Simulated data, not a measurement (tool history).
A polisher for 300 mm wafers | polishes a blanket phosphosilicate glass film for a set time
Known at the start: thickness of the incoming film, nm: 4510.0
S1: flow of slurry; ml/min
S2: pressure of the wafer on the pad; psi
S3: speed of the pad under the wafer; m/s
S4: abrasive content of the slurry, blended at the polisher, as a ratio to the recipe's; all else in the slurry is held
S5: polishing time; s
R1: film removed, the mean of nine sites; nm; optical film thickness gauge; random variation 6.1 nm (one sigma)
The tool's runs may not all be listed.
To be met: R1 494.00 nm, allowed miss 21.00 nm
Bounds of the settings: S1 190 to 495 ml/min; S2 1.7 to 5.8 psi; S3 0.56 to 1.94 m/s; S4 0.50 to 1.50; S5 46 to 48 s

run 1 hour=0.0 | S1=320 S2=3.7 S3=1.24 S4=1.00 S5=46 | R1=669.00
run 2 hour=3.1 | S1=320 S2=3.4 S3=1.24 S4=1.00 S5=46 | R1=618.35
run 3 hour=8.9 | S1=320 S2=3.2 S3=1.24 S4=1.00 S5=46 | R1=589.67
run 4 hour=17.2 | S1=320 S2=3.0 S3=1.24 S4=1.00 S5=46 | R1=546.84
run 5 hour=20.4 | S1=365 S2=3.0 S3=1.24 S4=1.00 S5=46 | R1=548.33
run 6 hour=23.4 | S1=365 S2=3.5 S3=1.24 S4=1.00 S5=46 | R1=656.45
run 7 hour=32.0 | S1=360 S2=3.3 S3=1.24 S4=1.00 S5=46 | R1=612.26
run 8 hour=38.1 | S1=360 S2=2.5 S3=1.22 S4=1.00 S5=46 | R1=468.18

Which of these 4 next moves meets every target?
run A hour=44.2 | S1=375 S2=2.4 S3=1.20 S4=1.00 S5=46 | R1=?
run B hour=44.2 | S1=495 S2=2.5 S3=1.70 S4=0.75 S5=46 | R1=?
run C hour=44.2 | S1=365 S2=2.7 S3=1.20 S4=0.85 S5=46 | R1=?
run D hour=44.2 | S1=310 S2=2.7 S3=1.16 S4=1.00 S5=48 | R1=?

move=A R1=435.22
move=B R1=527.49
move=C R1=458.76
move=D R1=488.89
A: further off than the last run
B: takes the result that was furthest off past its target
C: further off than the last run
D: meets every target
The right move is D.
